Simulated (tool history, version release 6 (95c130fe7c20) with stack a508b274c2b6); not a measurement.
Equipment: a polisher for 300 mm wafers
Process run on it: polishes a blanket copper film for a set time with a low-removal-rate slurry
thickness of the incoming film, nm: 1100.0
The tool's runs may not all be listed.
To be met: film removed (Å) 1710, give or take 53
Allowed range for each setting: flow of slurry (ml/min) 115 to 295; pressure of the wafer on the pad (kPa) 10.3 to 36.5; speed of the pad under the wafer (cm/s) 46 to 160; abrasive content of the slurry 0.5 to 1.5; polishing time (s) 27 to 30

run  hour  flow of slurry (ml/min)  pressure of the wafer on the pad (kPa)  speed of the pad under the wafer (cm/s)  abrasive content of the slurry  polishing time (s)  film removed (Å)
  1     0                      190                                    23.4                                      102                               1                  30            1159.1
  2   8.9                      190                                    26.2                                      102                               1                  30            1265.7
  3  15.8                      190                                      31                                      102                               1                  30            1521.4
  4  22.9                      195                                    31.7                                      102                               1                  30            1575.3
  5  26.7                      200                                    32.4                                      102                               1                  30            1587.3
  6  34.9                      200                                      29                                      102                               1                  30            1432.5
  7  42.5                      215                                    29.6                                      102                               1                  30            1477.1
  8  51.1                      220                                    30.3                                      102                               1                  30            1518.1
  9  52.2                      225                                      31                                      102                               1                  30            1568.9
 10  59.3                      230                                    31.7                                      102                               1                  30            1576.8
 11  61.1                      230                                    32.4                                      102                               1                  30              1630
 12  64.8                      230                                    33.1                                      102                               1                  30            1642.1

Next run, 4 choices. One meets every target within its allowed miss, the rest don't. Which?
  A  68.5                      215                                    31.7                                      108                             1.1                  27                 ?
  B  68.5                      255                                    33.1                                      104                               1                  30                 ?
  C  68.5                      200                                    34.5                                      110                            0.95                  30                 ?
  D  68.5                      230                                    32.4                                       98                               1                  30                 ?

move  film removed (Å)
   A            1558.5
   B            1743.4
   C            1839.4
   D            1592.9
A: the biggest miss grows against the last run
B: each result inside its tolerance
C: takes the biggest miss from the last run beyond its target
D: the biggest miss grows against the last run
Answer: B
